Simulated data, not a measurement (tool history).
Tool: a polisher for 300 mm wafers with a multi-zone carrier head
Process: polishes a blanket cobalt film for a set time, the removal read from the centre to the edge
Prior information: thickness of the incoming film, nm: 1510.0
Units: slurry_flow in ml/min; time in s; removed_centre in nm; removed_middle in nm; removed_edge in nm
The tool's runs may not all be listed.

run	hour	slurry_flow	centre_zone	middle_zone	edge_zone	time	removed_centre	removed_middle	removed_edge
1	0	135	1	1	1	85	250.65	248.09	257.97
2	4.7	135	1	1	1.07	85	249.72	254.44	274.13
3	13.7	145	1.04	1	1.1	88	276.42	270.64	286.92
4	15.8	145	1	1	1.1	88	267.3	268.47	283.55
5	21.6	145	1	1	1.1	68	203.2	210.18	221.4
6	30	140	1.03	1	1.11	77	240.97	228.12	251.28
7	32.6	135	1.04	1.02	1.12	84	261.6	252.21	279.89
8	37	135	1.07	1.05	1.14	87	274.64	274.59	287.28
9	41.7	135	1.09	1.04	1.15	91	294.51	285.87	305.76

Run 10, settings as shown, results not yet in. Your forecast:
10	43.1	135	1.1	1.03	1.16	94	?	?	?

removed_centre: 304.38 nm
removed_middle: 285.96 nm
removed_edge: 311.3 nm
